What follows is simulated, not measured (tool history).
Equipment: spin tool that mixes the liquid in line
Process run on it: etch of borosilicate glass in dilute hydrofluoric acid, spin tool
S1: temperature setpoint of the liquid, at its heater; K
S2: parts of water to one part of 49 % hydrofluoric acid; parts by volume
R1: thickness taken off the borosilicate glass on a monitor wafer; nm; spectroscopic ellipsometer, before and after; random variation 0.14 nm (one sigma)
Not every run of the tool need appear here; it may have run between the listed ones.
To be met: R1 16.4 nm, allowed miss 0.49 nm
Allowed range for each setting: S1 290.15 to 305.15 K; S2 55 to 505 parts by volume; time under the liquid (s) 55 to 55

{"run": 1, "hour": 0.0, "S1": 297.15, "S2": 280, "time under the liquid (s)": 55, "R1": 8.3665}
{"run": 2, "hour": 0.8, "S1": 299.15, "S2": 255, "time under the liquid (s)": 55, "R1": 10.098}
{"run": 3, "hour": 3.7, "S1": 299.15, "S2": 255, "time under the liquid (s)": 55, "R1": 10.07}
{"run": 4, "hour": 10.1, "S1": 297.15, "S2": 255, "time under the liquid (s)": 55, "R1": 9.2444}
{"run": 5, "hour": 11.6, "S1": 299.15, "S2": 235, "time under the liquid (s)": 55, "R1": 11.181}
{"run": 6, "hour": 19.2, "S1": 300.65, "S2": 225, "time under the liquid (s)": 55, "R1": 12.429}
{"run": 7, "hour": 23.1, "S1": 301.65, "S2": 220, "time under the liquid (s)": 55, "R1": 13.284}
{"run": 8, "hour": 24.3, "S1": 305.15, "S2": 195, "time under the liquid (s)": 55, "R1": 17.325}
{"run": 9, "hour": 31.3, "S1": 304.65, "S2": 195, "time under the liquid (s)": 55, "R1": 17.082}

Pick the move, out of 5, that brings all results within their allowed miss; only one does.
{"run": "A", "hour": 38.3, "S1": 305.15, "S2": 195, "time under the liquid (s)": 55, "R1": "?"}
{"run": "B", "hour": 38.3, "S1": 304.65, "S2": 190, "time under the liquid (s)": 55, "R1": "?"}
{"run": "C", "hour": 38.3, "S1": 300.65, "S2": 170, "time under the liquid (s)": 55, "R1": "?"}
{"run": "D", "hour": 38.3, "S1": 303.15, "S2": 195, "time under the liquid (s)": 55, "R1": "?"}
{"run": "E", "hour": 38.3, "S1": 304.15, "S2": 190, "time under the liquid (s)": 55, "R1": "?"}

move=A R1=17.248
move=B R1=17.515
move=C R1=17.427
move=D R1=16.104
move=E R1=17.217
A: lands further from the targets than the last run did
B: lands further from the targets than the last run did
C: lands further from the targets than the last run did
D: every result within its allowed miss
E: lands further from the targets than the last run did
D meets every target.
